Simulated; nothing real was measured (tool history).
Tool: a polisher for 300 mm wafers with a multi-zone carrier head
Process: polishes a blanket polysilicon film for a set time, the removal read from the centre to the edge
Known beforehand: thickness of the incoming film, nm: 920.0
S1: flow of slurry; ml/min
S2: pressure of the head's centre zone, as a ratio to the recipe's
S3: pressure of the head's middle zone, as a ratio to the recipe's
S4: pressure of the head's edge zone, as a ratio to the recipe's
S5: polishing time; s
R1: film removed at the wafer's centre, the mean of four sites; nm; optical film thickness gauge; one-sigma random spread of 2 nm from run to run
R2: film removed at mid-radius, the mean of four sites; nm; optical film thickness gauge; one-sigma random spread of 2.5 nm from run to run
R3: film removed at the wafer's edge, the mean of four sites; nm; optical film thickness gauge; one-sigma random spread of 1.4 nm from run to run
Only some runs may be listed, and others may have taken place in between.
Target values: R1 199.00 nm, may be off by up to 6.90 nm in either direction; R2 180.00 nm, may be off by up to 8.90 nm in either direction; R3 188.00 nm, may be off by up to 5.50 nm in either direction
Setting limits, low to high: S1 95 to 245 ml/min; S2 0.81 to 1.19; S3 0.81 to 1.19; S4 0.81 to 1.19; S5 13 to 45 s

run 1 day=0.000 | S1=155 S2=1.00 S3=1.00 S4=1.00 S5=29 | R1=287.95 R2=298.55 R3=313.04
run 2 day=0.067 | S1=155 S2=1.00 S3=0.93 S4=1.00 S5=29 | R1=287.87 R2=283.55 R3=311.40
run 3 day=0.292 | S1=115 S2=1.00 S3=0.93 S4=1.00 S5=29 | R1=266.66 R2=257.25 R3=295.68
run 4 day=0.600 | S1=95 S2=1.00 S3=0.93 S4=1.00 S5=29 | R1=247.00 R2=244.25 R3=282.96
run 5 day=0.692 | S1=95 S2=1.00 S3=0.93 S4=1.08 S5=29 | R1=242.22 R2=240.21 R3=292.11
run 6 day=0.725 | S1=95 S2=1.00 S3=0.93 S4=1.08 S5=24 | R1=203.10 R2=197.01 R3=243.90
run 7 day=0.967 | S1=120 S2=1.10 S3=1.01 S4=0.98 S5=18 | R1=174.60 R2=173.63 R3=182.43
run 8 day=1.088 | S1=125 S2=1.11 S3=1.01 S4=0.98 S5=18 | R1=179.42 R2=168.91 R3=184.69
run 9 day=1.346 | S1=130 S2=1.12 S3=1.01 S4=0.98 S5=18 | R1=180.39 R2=173.55 R3=185.81
run 10 day=1.404 | S1=135 S2=1.13 S3=1.01 S4=0.97 S5=18 | R1=186.55 R2=177.13 R3=185.21

Exactly one of the 5 candidate moves below puts every result within its allowed miss. Which one?
run A day=1.462 | S1=145 S2=1.13 S3=1.16 S4=0.88 S5=19 | R1=? R2=? R3=?
run B day=1.462 | S1=190 S2=1.16 S3=0.98 S4=0.97 S5=17 | R1=? R2=? R3=?
run C day=1.462 | S1=210 S2=1.04 S3=1.19 S4=0.85 S5=17 | R1=? R2=? R3=?
run D day=1.462 | S1=170 S2=1.14 S3=1.09 S4=0.91 S5=18 | R1=? R2=? R3=?
run E day=1.462 | S1=95 S2=1.01 S3=1.02 S4=1.02 S5=20 | R1=? R2=? R3=?

move=A R1=200.34 R2=208.46 R3=192.20
move=B R1=195.67 R2=180.32 R3=188.31
move=C R1=188.12 R2=206.08 R3=179.41
move=D R1=199.51 R2=197.98 R3=190.05
move=E R1=169.43 R2=178.51 R3=199.45
A: brings the last run's worst result on target, with another outside its allowed miss
B: meets every target
C: the biggest miss grows against the last run
D: brings the last run's worst result on target, with another outside its allowed miss
E: the biggest miss grows against the last run
Go with B: it meets all targets.

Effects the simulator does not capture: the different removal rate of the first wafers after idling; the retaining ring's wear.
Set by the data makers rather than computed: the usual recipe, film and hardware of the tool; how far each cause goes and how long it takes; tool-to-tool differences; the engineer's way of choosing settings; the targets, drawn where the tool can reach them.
